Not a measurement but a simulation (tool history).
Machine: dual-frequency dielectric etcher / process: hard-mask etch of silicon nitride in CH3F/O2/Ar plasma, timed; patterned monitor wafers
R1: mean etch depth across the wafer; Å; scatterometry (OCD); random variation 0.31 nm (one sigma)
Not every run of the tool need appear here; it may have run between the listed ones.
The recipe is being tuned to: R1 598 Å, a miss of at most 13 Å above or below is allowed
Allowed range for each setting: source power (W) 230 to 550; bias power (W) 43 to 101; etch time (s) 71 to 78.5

{"run": 1, "hour": 0.0, "source power (W)": 390, "bias power (W)": 72, "etch time (s)": 78.5, "R1": 476.53}
{"run": 2, "hour": 1.7, "source power (W)": 420, "bias power (W)": 75, "etch time (s)": 78.5, "R1": 499.5}
{"run": 3, "hour": 10.3, "source power (W)": 440, "bias power (W)": 77, "etch time (s)": 78.5, "R1": 516.68}
{"run": 4, "hour": 11.8, "source power (W)": 380, "bias power (W)": 77, "etch time (s)": 78.5, "R1": 486.4}
{"run": 5, "hour": 20.4, "source power (W)": 380, "bias power (W)": 77, "etch time (s)": 78.5, "R1": 481.34}
{"run": 6, "hour": 24.6, "source power (W)": 410, "bias power (W)": 79, "etch time (s)": 78.5, "R1": 500.95}
{"run": 7, "hour": 29.9, "source power (W)": 440, "bias power (W)": 81, "etch time (s)": 78.5, "R1": 526.98}
{"run": 8, "hour": 33.6, "source power (W)": 460, "bias power (W)": 82, "etch time (s)": 78.5, "R1": 536.56}
{"hour": 38.5, "done": "wet clean of the chamber"}
{"run": 9, "hour": 38.5, "source power (W)": 480, "bias power (W)": 83, "etch time (s)": 78.5, "R1": 566.28}
{"run": 10, "hour": 44.8, "source power (W)": 490, "bias power (W)": 83, "etch time (s)": 78.5, "R1": 577.85}

5 candidate next runs follow, results not yet known. Just one meets every target within its allowed miss. Identify it.
{"run": "A", "hour": 51.1, "source power (W)": 470, "bias power (W)": 91, "etch time (s)": 74.5, "R1": "?"}
{"run": "B", "hour": 51.1, "source power (W)": 500, "bias power (W)": 90, "etch time (s)": 78.5, "R1": "?"}
{"run": "C", "hour": 51.1, "source power (W)": 500, "bias power (W)": 75, "etch time (s)": 77, "R1": "?"}
{"run": "D", "hour": 51.1, "source power (W)": 500, "bias power (W)": 80, "etch time (s)": 78.5, "R1": "?"}
{"run": "E", "hour": 51.1, "source power (W)": 500, "bias power (W)": 84, "etch time (s)": 75.5, "R1": "?"}

move=A R1=561.18
move=B R1=605.36
move=C R1=553.95
move=D R1=578.68
move=E R1=567.01
A: moves away from the targets compared with the last run
B: all results in spec
C: moves away from the targets compared with the last run
D: neither nearer nor further off than the last run
E: moves away from the targets compared with the last run
The move that meets every target is B.

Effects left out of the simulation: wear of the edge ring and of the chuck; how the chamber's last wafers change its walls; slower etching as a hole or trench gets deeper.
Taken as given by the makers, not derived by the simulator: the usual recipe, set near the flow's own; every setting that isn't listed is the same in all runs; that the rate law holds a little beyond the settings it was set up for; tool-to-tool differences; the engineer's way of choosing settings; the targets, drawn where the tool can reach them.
